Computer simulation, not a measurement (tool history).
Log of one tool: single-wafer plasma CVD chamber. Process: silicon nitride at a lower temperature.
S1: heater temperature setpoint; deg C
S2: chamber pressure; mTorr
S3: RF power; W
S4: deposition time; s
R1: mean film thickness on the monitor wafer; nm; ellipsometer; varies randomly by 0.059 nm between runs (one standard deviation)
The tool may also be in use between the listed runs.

{"run": 1, "day": 0.0, "S1": 365, "S2": 1760, "S3": 335, "S4": 10.4, "R1": 14.64}
{"run": 2, "day": 0.354, "S1": 365, "S2": 1760, "S3": 360, "S4": 10.4, "R1": 15.774}
{"run": 3, "day": 0.604, "S1": 365, "S2": 1760, "S3": 315, "S4": 10.4, "R1": 13.78}
{"run": 4, "day": 0.962, "S1": 373, "S2": 1760, "S3": 315, "S4": 10.4, "R1": 13.91}
{"run": 5, "day": 1.321, "S1": 373, "S2": 1620, "S3": 290, "S4": 10.3, "R1": 12.185}
{"run": 6, "day": 1.688, "S1": 373, "S2": 1480, "S3": 285, "S4": 10.3, "R1": 11.469}

Run 7 has not been measured yet. What should we expect?
{"run": 7, "day": 1.746, "S1": 373, "S2": 1480, "S3": 285, "S4": 10.3, "R1": "?"}

Run 7 measured R1 11.573 nm.
